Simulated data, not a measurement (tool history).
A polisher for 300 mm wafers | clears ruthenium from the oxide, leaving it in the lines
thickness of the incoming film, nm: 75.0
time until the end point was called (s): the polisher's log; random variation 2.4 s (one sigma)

run	hour	flow of slurry (ml/min)	pressure of the wafer on the pad (kPa)	speed of the pad under the wafer (cm/s)	overpolish time after the end point (s)	time until the end point was called (s)
1	0	210	9.7	104	14	85.663
2	1.7	205	9	98	14	96.427
3	6.7	205	9	76	14	116.1
4	12	205	9	76	14	116.37
5	16.9	205	9	94	14	101.23
6	25.6	200	8.3	88	14	113.13
7	33.3	200	7.6	82	14	130.18
8	37.1	200	6.9	78	14	149.07
9	44	200	6.2	76	14	166.13

The next listed run, before its measurement:
10	48.7	200	6.2	74	14	?

{"run 10": {"time until the end point was called (s)": 169.65}}
